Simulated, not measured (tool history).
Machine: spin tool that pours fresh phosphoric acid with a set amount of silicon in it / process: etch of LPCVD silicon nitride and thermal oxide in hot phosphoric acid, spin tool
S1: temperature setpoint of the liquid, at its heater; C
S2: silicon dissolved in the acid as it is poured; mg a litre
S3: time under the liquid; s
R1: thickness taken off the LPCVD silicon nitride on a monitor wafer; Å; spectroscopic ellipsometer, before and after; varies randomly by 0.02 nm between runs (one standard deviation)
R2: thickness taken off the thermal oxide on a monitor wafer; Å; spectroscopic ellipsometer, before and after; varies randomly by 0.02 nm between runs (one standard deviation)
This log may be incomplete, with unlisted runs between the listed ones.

run 1 day=0.000 | S1=160.0 S2=9.5 S3=50 | R1=50.344 R2=0.67326
run 2 day=0.142 | S1=161.0 S2=9.5 S3=50 | R1=51.538 R2=1.40060
run 3 day=0.417 | S1=160.0 S2=9.5 S3=50 | R1=50.513 R2=0.81038
run 4 day=0.746 | S1=159.0 S2=9.5 S3=50 | R1=48.536 R2=1.07540
-- day=1.038 thermometer replaced
run 5 day=1.038 | S1=159.0 S2=9.5 S3=40 | R1=37.044 R2=1.02510
run 6 day=1.300 | S1=158.5 S2=10.0 S3=35 | R1=32.180 R2=0.14134

Run 7 has not been measured yet. What should we expect?
run 7 day=1.629 | S1=158.5 S2=8.5 S3=30 | R1=? R2=?

{"run 7": {"R1": 27.532, "R2": 0.80013}}
